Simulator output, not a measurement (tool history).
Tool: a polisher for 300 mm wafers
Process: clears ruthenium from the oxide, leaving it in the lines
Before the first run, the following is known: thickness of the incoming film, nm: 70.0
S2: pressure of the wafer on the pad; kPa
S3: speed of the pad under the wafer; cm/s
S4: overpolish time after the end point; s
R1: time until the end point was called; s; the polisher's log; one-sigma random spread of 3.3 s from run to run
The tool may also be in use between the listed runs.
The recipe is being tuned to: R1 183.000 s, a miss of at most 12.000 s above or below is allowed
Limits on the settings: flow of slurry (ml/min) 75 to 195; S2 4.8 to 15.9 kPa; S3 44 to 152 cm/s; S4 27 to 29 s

run 1 hour=0.0 | flow_of_slurry_(ml/min)=125 S2=10.3 S3=98 S4=27 | R1=89.156
run 2 hour=7.3 | flow_of_slurry_(ml/min)=125 S2=10.3 S3=98 S4=27 | R1=91.075
run 3 hour=11.0 | flow_of_slurry_(ml/min)=125 S2=9.0 S3=94 S4=27 | R1=107.820
run 4 hour=19.5 | flow_of_slurry_(ml/min)=150 S2=9.0 S3=94 S4=27 | R1=103.460
run 5 hour=26.0 | flow_of_slurry_(ml/min)=150 S2=8.3 S3=90 S4=27 | R1=119.320
run 6 hour=27.2 | flow_of_slurry_(ml/min)=150 S2=7.6 S3=88 S4=27 | R1=126.250
run 7 hour=35.5 | flow_of_slurry_(ml/min)=150 S2=6.9 S3=86 S4=27 | R1=145.860
run 8 hour=42.9 | flow_of_slurry_(ml/min)=145 S2=4.8 S3=84 S4=27 | R1=210.410
run 9 hour=45.7 | flow_of_slurry_(ml/min)=150 S2=4.8 S3=84 S4=27 | R1=204.900
run 10 hour=49.9 | flow_of_slurry_(ml/min)=155 S2=4.8 S3=84 S4=27 | R1=203.310
run 11 hour=52.0 | flow_of_slurry_(ml/min)=160 S2=4.8 S3=84 S4=27 | R1=209.550

Pick the move, out of 5, that brings all results within their allowed miss; only one does.
run A hour=54.1 | flow_of_slurry_(ml/min)=170 S2=4.8 S3=78 S4=27 | R1=?
run B hour=54.1 | flow_of_slurry_(ml/min)=150 S2=4.8 S3=76 S4=27 | R1=?
run C hour=54.1 | flow_of_slurry_(ml/min)=175 S2=5.5 S3=80 S4=29 | R1=?
run D hour=54.1 | flow_of_slurry_(ml/min)=145 S2=5.5 S3=74 S4=27 | R1=?
run E hour=54.1 | flow_of_slurry_(ml/min)=160 S2=5.5 S3=70 S4=29 | R1=?

move=A R1=211.680
move=B R1=221.760
move=C R1=181.340
move=D R1=201.910
move=E R1=209.210
A: its largest miss is bigger than the last run's
B: its largest miss is bigger than the last run's
C: every result within its allowed miss
D: an improvement on the last run, though not all results are within tolerance
E: no nearer and no further than the last run
Correct choice: C, which meets every target
